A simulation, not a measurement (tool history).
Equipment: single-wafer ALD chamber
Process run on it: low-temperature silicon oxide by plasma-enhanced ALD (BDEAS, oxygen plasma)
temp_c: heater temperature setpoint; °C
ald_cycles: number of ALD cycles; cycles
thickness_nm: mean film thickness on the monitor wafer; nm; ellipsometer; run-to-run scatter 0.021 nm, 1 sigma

| run | hour | temp_c | ald_cycles | thickness_nm |
|---|---|---|---|---|
| 1 | 0.0 | 100 | 65 | 10.0040 |
| 2 | 1.3 | 93 | 65 | 10.2290 |
| 3 | 2.9 | 87 | 65 | 10.4270 |
| 4 | 8.4 | 94 | 59 | 9.2132 |
| 5 | 17.1 | 94 | 54 | 8.4264 |
| 6 | 25.7 | 99 | 52 | 8.0372 |
| 7 | 30.4 | 103 | 51 | 7.7711 |
| 8 | 33.8 | 107 | 50 | 7.5915 |
| 9 | 37.9 | 110 | 49 | 7.4157 |

Run 10 comes next. What will it give?
| 10 | 40.9 | 112 | 48 | ? |

{"run 10": {"thickness_nm": 7.2451}}
